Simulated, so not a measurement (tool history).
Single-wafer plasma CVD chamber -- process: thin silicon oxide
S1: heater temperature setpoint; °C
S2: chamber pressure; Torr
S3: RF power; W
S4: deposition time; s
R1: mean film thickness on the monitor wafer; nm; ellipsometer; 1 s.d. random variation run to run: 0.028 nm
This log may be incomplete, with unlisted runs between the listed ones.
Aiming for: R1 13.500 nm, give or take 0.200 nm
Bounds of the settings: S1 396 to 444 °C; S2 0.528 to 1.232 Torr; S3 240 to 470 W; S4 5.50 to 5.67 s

run,hour,S1,S2,S3,S4,R1
1,0.0,420,0.880,355,5.50,11.635
2,2.4,420,0.880,355,5.50,11.660
3,5.7,420,0.895,355,5.50,11.892
4,8.4,420,1.010,355,5.50,13.164
5,14.5,420,1.013,355,5.50,13.145
6,22.5,420,1.013,355,5.50,13.191
7,24.8,420,1.016,355,5.50,13.234
8,30.4,420,1.016,355,5.50,13.266
9,33.5,420,1.018,355,5.50,13.237
10,42.4,420,1.020,355,5.50,13.293
11,50.7,420,1.022,355,5.50,13.257

4 candidate next runs follow, results not yet known. Just one meets every target within its allowed miss. Identify it.
A,59.0,417,1.055,350,5.50,?
B,59.0,423,1.012,345,5.50,?
C,59.0,425,1.134,300,5.67,?
D,59.0,420,0.983,400,5.67,?

move,R1
A,13.622
B,13.083
C,13.990
D,13.861
A: in spec on every target
B: its largest miss is bigger than the last run's
C: pushes the last run's worst result past its target
D: pushes the last run's worst result past its target
The move that meets every target is A.
